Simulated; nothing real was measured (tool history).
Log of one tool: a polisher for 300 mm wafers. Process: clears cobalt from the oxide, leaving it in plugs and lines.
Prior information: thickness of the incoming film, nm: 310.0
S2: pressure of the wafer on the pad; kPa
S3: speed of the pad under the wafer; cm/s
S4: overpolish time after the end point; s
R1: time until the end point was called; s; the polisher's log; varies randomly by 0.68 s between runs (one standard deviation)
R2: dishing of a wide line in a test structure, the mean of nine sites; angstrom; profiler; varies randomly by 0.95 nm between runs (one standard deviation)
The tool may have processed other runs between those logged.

run 1 hour=0.0 | flow_of_slurry_(ml/min)=130 S2=11.7 S3=88 S4=29 | R1=81.507 R2=574.64
run 2 hour=3.1 | flow_of_slurry_(ml/min)=130 S2=11.7 S3=88 S4=40 | R1=80.592 R2=668.52
run 3 hour=9.2 | flow_of_slurry_(ml/min)=130 S2=11.7 S3=88 S4=34 | R1=80.327 R2=628.30
run 4 hour=14.4 | flow_of_slurry_(ml/min)=130 S2=10.3 S3=88 S4=34 | R1=92.185 R2=629.70
run 5 hour=22.4 | flow_of_slurry_(ml/min)=135 S2=10.3 S3=88 S4=28 | R1=92.503 R2=556.70
run 6 hour=29.8 | flow_of_slurry_(ml/min)=135 S2=10.3 S3=70 S4=28 | R1=108.140 R2=511.50
run 7 hour=31.5 | flow_of_slurry_(ml/min)=135 S2=10.3 S3=70 S4=28 | R1=111.740 R2=508.21
run 8 hour=34.5 | flow_of_slurry_(ml/min)=170 S2=13.8 S3=70 S4=14 | R1=81.900 R2=393.42
run 9 hour=37.4 | flow_of_slurry_(ml/min)=165 S2=13.8 S3=70 S4=16 | R1=80.929 R2=447.30
run 10 hour=43.2 | flow_of_slurry_(ml/min)=160 S2=13.8 S3=70 S4=16 | R1=82.097 R2=440.47
run 11 hour=48.1 | flow_of_slurry_(ml/min)=155 S2=13.8 S3=70 S4=16 | R1=81.362 R2=434.18

Run 12 comes next. What will it give?
run 12 hour=53.7 | flow_of_slurry_(ml/min)=155 S2=13.8 S3=70 S4=17 | R1=? R2=?

Run 12 yielded R1 82.657 s, R2 444.13 angstrom.
